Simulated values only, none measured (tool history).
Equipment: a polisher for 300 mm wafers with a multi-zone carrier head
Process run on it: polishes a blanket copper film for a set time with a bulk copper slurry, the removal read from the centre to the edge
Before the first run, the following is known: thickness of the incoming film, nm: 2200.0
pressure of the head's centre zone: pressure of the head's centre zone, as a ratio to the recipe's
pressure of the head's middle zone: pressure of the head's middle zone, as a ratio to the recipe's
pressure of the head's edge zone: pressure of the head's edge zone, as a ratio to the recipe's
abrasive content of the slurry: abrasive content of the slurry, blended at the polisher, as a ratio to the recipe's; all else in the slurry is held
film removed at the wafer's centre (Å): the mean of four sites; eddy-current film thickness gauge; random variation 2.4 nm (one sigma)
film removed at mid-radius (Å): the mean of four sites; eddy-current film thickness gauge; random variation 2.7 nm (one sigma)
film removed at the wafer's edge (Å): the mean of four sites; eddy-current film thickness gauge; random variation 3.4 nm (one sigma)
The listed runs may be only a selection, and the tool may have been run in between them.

run	hour	flow of slurry (ml/min)	pressure of the head's centre zone	pressure of the head's middle zone	pressure of the head's edge zone	abrasive content of the slurry	polishing time (s)	film removed at the wafer's centre (Å)	film removed at mid-radius (Å)	film removed at the wafer's edge (Å)
1	0	230	1	1	1	1	43	2968.6	2935.6	3010.4
2	3.9	230	1	1	1	1	39	2650.6	2653.9	2635.9
3	8	200	1	1	1	1	39	2635.7	2595.3	2609.4
4	14.8	200	1	1.06	1	1	39	2614.2	2739.2	2624.9
5	16.5	225	1	1.06	1	1	39	2646.2	2773.7	2655.3
6	22.4	255	1	1.06	1	1	39	2710	2840.1	2677
7	27.5	245	1.01	1.04	0.99	0.95	39	2705.8	2728.3	2721.4

Forecast run 8:
8	28.7	235	1.02	1.03	0.98	0.95	38	?	?	?

Run 8 produced film removed at the wafer's centre (Å) 2665.8, film removed at mid-radius (Å) 2680.6, film removed at the wafer's edge (Å) 2623.1.

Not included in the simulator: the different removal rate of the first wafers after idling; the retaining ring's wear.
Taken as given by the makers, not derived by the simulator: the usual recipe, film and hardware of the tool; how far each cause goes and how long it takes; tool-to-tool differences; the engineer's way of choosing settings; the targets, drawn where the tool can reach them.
